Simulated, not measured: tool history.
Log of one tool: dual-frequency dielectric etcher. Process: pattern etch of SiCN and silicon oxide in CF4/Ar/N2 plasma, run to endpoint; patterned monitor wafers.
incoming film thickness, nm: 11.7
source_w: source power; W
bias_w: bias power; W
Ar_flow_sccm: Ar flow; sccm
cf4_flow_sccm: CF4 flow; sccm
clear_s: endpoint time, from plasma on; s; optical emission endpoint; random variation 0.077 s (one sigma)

run	hour	source_w	bias_w	Ar_flow_sccm	cf4_flow_sccm	clear_s
1	0.0	520	52	116	66	13.480
2	6.4	520	46	116	66	14.202
3	14.7	520	50	116	66	13.760
4	22.3	440	50	116	66	16.336
5	25.6	440	44	116	66	16.945
6	34.4	450	44	116	66	16.452
7	35.6	460	44	116	66	16.289

The next listed run, before its measurement:
8	44.1	470	44	116	66	?

{"run 8": {"clear_s": 15.784}}
